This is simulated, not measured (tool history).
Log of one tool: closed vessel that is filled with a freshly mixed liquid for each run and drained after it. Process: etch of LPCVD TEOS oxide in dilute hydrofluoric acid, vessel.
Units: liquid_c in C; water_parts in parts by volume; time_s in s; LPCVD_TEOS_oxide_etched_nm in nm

Run 1, hour 0: liquid_c 20 C, water_parts 160 parts by volume, time_s 30 s. Result: LPCVD_TEOS_oxide_etched_nm 3.6679 nm.
Run 2, hour 7.7: liquid_c 22 C, water_parts 145 parts by volume, time_s 30 s. Result: LPCVD_TEOS_oxide_etched_nm 4.3501 nm.
Run 3, hour 16.7: liquid_c 22 C, water_parts 195 parts by volume, time_s 30 s. Result: LPCVD_TEOS_oxide_etched_nm 3.0953 nm.
Run 4, hour 17.8: liquid_c 23.5 C, water_parts 165 parts by volume, time_s 30 s. Result: LPCVD_TEOS_oxide_etched_nm 3.9364 nm.
Run 5, hour 23.2: liquid_c 23.5 C, water_parts 165 parts by volume, time_s 30 s. Result: LPCVD_TEOS_oxide_etched_nm 4.055 nm.
Run 6, hour 29.6: liquid_c 23.5 C, water_parts 185 parts by volume, time_s 30 s. Result: LPCVD_TEOS_oxide_etched_nm 3.4926 nm.
Run 7, hour 31.8: liquid_c 23.5 C, water_parts 185 parts by volume, time_s 30 s. Result: LPCVD_TEOS_oxide_etched_nm 3.5217 nm.
Run 8, hour 34: liquid_c 24.5 C, water_parts 160 parts by volume, time_s 30 s. Result: LPCVD_TEOS_oxide_etched_nm 4.2915 nm.

The next listed run, before its measurement:
Run 9, hour 38.1: liquid_c 28 C, water_parts 95 parts by volume, time_s 30 s. Result: LPCVD_TEOS_oxide_etched_nm ?.

LPCVD_TEOS_oxide_etched_nm: 9.1041 nm

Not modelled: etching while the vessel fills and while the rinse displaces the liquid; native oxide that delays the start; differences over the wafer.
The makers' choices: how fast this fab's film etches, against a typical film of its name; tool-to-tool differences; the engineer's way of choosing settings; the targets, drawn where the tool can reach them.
